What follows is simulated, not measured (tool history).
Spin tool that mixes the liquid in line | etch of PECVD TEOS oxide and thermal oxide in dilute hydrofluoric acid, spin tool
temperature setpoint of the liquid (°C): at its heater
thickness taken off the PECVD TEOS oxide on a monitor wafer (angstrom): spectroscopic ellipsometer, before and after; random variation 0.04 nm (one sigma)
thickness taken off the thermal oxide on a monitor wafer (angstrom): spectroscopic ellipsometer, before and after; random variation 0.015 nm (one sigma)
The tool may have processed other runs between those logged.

run,day,temperature setpoint of the liquid (°C),parts of water to one part of 49 % hydrofluoric acid (parts by volume),time under the liquid (s),thickness taken off the PECVD TEOS oxide on a monitor wafer (angstrom),thickness taken off the thermal oxide on a monitor wafer (angstrom)
1,0.000,21.0,200,180,70.864,31.591
2,0.138,20.5,210,180,66.819,29.235
3,0.358,20.0,220,180,61.632,26.746
4,0.546,20.0,230,180,58.474,25.795
5,0.625,22.0,230,180,64.032,27.574
6,0.679,22.0,165,180,94.213,40.913

For run 7, what comes out?
7,0.938,21.5,180,180,?,?

For run 7 the tool returned thickness taken off the PECVD TEOS oxide on a monitor wafer (angstrom) 83.315, thickness taken off the thermal oxide on a monitor wafer (angstrom) 36.428.
